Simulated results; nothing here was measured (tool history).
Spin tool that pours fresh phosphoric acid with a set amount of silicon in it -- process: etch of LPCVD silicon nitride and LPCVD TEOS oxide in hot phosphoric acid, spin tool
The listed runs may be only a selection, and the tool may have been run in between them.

run	hour	temperature setpoint of the liquid (K)	silicon dissolved in the acid as it is poured (mg a litre)	time under the liquid (s)	thickness taken off the LPCVD silicon nitride on a monitor wafer (angstrom)	thickness taken off the LPCVD TEOS oxide on a monitor wafer (angstrom)
1	0.0	436.15	9.0	110	98.956	6.4694
2	2.4	435.15	9.0	110	95.605	6.2023
3	7.1	434.15	9.0	110	92.787	5.8414
4	10.3	432.65	9.0	110	88.272	5.4295
5	18.1	434.65	9.0	110	94.090	5.9872
6	26.1	432.65	9.0	110	88.031	5.2831
7	30.8	432.65	9.5	95	75.749	4.7370

What does the tool deliver on the next run?
8	37.8	432.15	11.5	80	?	?

{"run 8": {"thickness taken off the LPCVD silicon nitride on a monitor wafer (angstrom)": 63.054, "thickness taken off the LPCVD TEOS oxide on a monitor wafer (angstrom)": 3.5182}}
